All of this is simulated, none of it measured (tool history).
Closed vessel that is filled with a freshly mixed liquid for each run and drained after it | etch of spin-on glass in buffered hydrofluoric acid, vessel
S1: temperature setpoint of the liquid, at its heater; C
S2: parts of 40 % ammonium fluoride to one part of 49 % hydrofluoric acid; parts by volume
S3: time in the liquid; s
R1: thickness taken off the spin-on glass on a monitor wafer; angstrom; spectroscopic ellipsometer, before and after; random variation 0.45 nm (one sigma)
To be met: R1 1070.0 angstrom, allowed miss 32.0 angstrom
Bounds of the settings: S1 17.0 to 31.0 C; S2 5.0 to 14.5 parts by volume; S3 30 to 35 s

Run 1, hour 0.0: S1 23.0 C, S2 9.0 parts by volume, S3 35 s. Result: R1 1550.2 angstrom.
Run 2, hour 1.0: S1 24.5 C, S2 9.0 parts by volume, S3 35 s. Result: R1 1703.4 angstrom.
Run 3, hour 4.2: S1 24.5 C, S2 10.0 parts by volume, S3 35 s. Result: R1 1582.6 angstrom.
Run 4, hour 8.7: S1 24.5 C, S2 11.5 parts by volume, S3 35 s. Result: R1 1378.0 angstrom.
Run 5, hour 15.0: S1 24.5 C, S2 11.5 parts by volume, S3 35 s. Result: R1 1374.3 angstrom.
Run 6, hour 21.9: S1 24.5 C, S2 11.5 parts by volume, S3 30 s. Result: R1 1192.3 angstrom.
Run 7, hour 24.2: S1 24.0 C, S2 11.5 parts by volume, S3 30 s. Result: R1 1149.5 angstrom.
Run 8, hour 27.2: S1 23.5 C, S2 11.5 parts by volume, S3 30 s. Result: R1 1117.8 angstrom.

4 next moves are on the table. One of them brings every result within its allowed miss. Which?
Run A, hour 30.2: S1 23.0 C, S2 10.5 parts by volume, S3 30 s. Result: R1 ?.
Run B, hour 30.2: S1 23.0 C, S2 12.5 parts by volume, S3 35 s. Result: R1 ?.
Run C, hour 30.2: S1 25.0 C, S2 12.5 parts by volume, S3 30 s. Result: R1 ?.
Run D, hour 30.2: S1 21.0 C, S2 10.5 parts by volume, S3 30 s. Result: R1 ?.

move      R1
   A  1191.7
   B  1172.6
   C  1122.4
   D  1065.6
A: further off than the last run
B: further off than the last run
C: further off than the last run
D: meets every target
The right move is D.
